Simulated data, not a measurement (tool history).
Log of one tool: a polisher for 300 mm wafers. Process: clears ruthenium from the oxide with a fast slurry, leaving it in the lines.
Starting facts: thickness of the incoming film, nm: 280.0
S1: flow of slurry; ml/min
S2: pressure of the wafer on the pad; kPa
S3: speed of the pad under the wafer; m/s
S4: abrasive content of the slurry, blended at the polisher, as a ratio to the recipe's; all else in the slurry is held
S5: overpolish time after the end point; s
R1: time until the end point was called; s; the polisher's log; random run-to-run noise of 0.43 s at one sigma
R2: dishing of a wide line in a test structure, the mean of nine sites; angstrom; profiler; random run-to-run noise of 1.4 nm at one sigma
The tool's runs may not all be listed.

run  hour   S1    S2    S3  S4  S5      R1      R2
  1     0  230  22.1  1.22   1  19  64.053  679.44
  2   7.4  230  25.5  1.28   1  19  52.104   769.8
  3  16.1  230  21.4  1.28   1  19  63.092   676.7
  4  18.3  185  21.4  1.28   1  19   63.69  661.91
  5    23  185  21.4  1.46   1  19  57.323  723.71
  6  28.9  185  21.4  1.46   1  25    57.1  908.45
  7  30.1  185  25.5  1.48   1  23  45.796  953.96
  8  38.3  190  27.6  1.48   1  23  43.177    1035

Run 9, settings as shown, results not yet in. Your forecast:
  9  39.1  190  33.8  1.64   1  16   ?   ?

{"run 9": {"R1": 32.401, "R2": 968.45}}

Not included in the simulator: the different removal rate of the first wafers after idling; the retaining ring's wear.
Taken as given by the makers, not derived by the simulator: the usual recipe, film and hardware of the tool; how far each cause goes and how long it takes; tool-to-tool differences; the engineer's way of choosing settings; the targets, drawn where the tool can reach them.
